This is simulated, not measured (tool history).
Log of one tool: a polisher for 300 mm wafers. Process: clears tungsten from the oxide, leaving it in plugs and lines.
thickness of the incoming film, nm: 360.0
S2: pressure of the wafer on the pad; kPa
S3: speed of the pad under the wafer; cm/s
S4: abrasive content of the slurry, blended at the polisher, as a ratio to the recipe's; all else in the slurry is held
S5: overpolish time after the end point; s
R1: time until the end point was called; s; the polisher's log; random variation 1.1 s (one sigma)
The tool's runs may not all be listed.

Run 1, day 0: flow of slurry (ml/min) 145, S2 25.5 kPa, S3 108 cm/s, S4 1, S5 42 s. Result: R1 81.072 s.
Run 2, day 0.212: flow of slurry (ml/min) 145, S2 26.2 kPa, S3 108 cm/s, S4 1, S5 42 s. Result: R1 80.78 s.
Run 3, day 0.442: flow of slurry (ml/min) 145, S2 26.9 kPa, S3 108 cm/s, S4 1, S5 42 s. Result: R1 75.141 s.
Run 4, day 0.575: flow of slurry (ml/min) 145, S2 27.6 kPa, S3 108 cm/s, S4 1, S5 42 s. Result: R1 74.005 s.
Run 5, day 0.683: flow of slurry (ml/min) 145, S2 21.4 kPa, S3 108 cm/s, S4 1, S5 42 s. Result: R1 96.726 s.
Run 6, day 0.996: flow of slurry (ml/min) 145, S2 25.5 kPa, S3 108 cm/s, S4 1, S5 42 s. Result: R1 82.488 s.
Run 7, day 1.05: flow of slurry (ml/min) 145, S2 26.2 kPa, S3 108 cm/s, S4 1, S5 42 s. Result: R1 78.665 s.

The next listed run, before its measurement:
Run 8, day 1.358: flow of slurry (ml/min) 145, S2 26.9 kPa, S3 108 cm/s, S4 1, S5 42 s. Result: R1 ?.

R1: 75.206 s

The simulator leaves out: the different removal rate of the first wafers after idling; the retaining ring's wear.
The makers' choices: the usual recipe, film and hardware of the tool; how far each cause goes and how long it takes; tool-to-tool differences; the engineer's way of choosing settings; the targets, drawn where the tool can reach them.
